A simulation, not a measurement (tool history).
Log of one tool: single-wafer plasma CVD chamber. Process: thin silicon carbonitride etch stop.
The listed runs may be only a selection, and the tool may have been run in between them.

run    day  RF power (W)  deposition time (s)  mean film thickness on the monitor wafer (Å)
  1      0           195                 8.17                                        45.935
  2  0.096           170                 8.17                                        44.827
  3   0.45           160                 8.17                                        43.789
  4   0.65           170                 8.33                                        45.373
  5  0.717           190                 8.33                                        47.335
     0.975  -- RF generator calibrated
  6  0.975           170                 8.33                                         46.67

What will run 7 give?
  7  1.038           170                 8.44                                             ?

{"run 7": {"mean film thickness on the monitor wafer (Å)": 47.286}}

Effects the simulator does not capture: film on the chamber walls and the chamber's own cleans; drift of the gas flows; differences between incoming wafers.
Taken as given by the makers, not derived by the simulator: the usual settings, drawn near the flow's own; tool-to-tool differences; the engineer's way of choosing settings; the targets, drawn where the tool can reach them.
